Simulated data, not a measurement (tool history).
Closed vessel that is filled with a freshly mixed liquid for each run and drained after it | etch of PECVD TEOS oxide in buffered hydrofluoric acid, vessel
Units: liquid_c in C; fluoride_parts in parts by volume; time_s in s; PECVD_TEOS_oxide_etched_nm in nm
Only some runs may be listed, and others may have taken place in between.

run,hour,liquid_c,fluoride_parts,time_s,PECVD_TEOS_oxide_etched_nm
1,0,23,19,40,30.427
2,1.9,23,21.5,40,27.459
3,7.6,25,21.5,40,30.44
4,16.1,25,24.5,40,27.956
5,24.3,27,24.5,40,31.206
6,33.3,28,24,40,33.127
# hour 40: thermometer replaced
7,40,29,23.5,40,31.808

Run 8, settings as shown, results not yet in. Your forecast:
8,45.7,29.5,20,40,?

Run 8 came out at PECVD_TEOS_oxide_etched_nm 36.447 nm.
